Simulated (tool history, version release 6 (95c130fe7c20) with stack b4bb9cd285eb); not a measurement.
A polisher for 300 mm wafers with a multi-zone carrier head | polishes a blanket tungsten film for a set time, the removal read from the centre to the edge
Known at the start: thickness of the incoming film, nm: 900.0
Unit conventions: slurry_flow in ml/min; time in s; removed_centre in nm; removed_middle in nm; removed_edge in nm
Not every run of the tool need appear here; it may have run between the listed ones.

run,hour,slurry_flow,centre_zone,middle_zone,edge_zone,slurry_solids,time,removed_centre,removed_middle,removed_edge
1,0.0,135,1.00,1.00,1.00,1.00,74,271.79,278.04,282.44
2,3.0,135,1.00,1.00,1.00,1.00,82,304.34,302.54,312.89
3,4.0,130,1.01,0.97,0.96,0.85,75,262.88,254.57,266.63
4,9.5,125,1.02,0.96,0.92,0.75,70,235.07,229.87,233.68
5,15.7,95,1.02,0.96,0.92,0.75,70,219.50,213.72,224.12
6,24.4,95,0.99,0.96,0.92,0.75,70,214.90,213.79,224.98
7,30.9,95,1.01,0.94,0.89,0.70,68,203.27,199.32,210.50
8,34.3,95,1.04,0.93,0.87,0.65,67,200.24,190.31,200.91
9,37.8,95,1.06,0.93,0.85,0.60,67,204.43,184.61,189.84
10,38.7,90,1.06,0.92,0.84,0.60,67,199.82,179.81,189.85
11,42.8,90,1.06,0.92,0.83,0.60,67,197.40,178.18,188.79
12,49.8,90,1.06,0.92,0.82,0.60,67,200.49,182.41,184.16

The next listed run, before its measurement:
13,50.9,90,1.06,0.91,0.82,0.60,67,?,?,?

{"run 13": {"removed_centre": 199.0, "removed_middle": 179.3, "removed_edge": 188.44}}
